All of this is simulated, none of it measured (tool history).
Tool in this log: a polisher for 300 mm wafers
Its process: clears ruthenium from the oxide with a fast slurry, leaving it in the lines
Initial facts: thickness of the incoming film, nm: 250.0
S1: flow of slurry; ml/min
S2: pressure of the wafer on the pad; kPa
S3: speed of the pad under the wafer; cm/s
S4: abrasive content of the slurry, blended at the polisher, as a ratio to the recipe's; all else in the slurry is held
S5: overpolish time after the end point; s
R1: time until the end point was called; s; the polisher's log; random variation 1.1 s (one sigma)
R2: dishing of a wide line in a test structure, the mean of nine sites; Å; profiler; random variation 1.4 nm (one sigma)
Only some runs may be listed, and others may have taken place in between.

run	hour	S1	S2	S3	S4	S5	R1	R2
1	0	240	21.4	86	1	29	51.106	619.79
2	5.5	300	21.4	86	1	29	50.325	620.93
3	12.3	300	21.4	86	0.85	29	55.052	626.94
4	20.2	300	21.4	86	0.65	29	64.32	568.02
5	23.3	300	16.5	86	0.65	29	79.235	524.76
6	29.5	300	16.5	86	0.65	31	79.574	536.62

Run 7 has not been measured yet. What should we expect?
7	30.2	300	16.5	86	0.65	33	?	?

R1: 80.176 s
R2: 553.15 Å
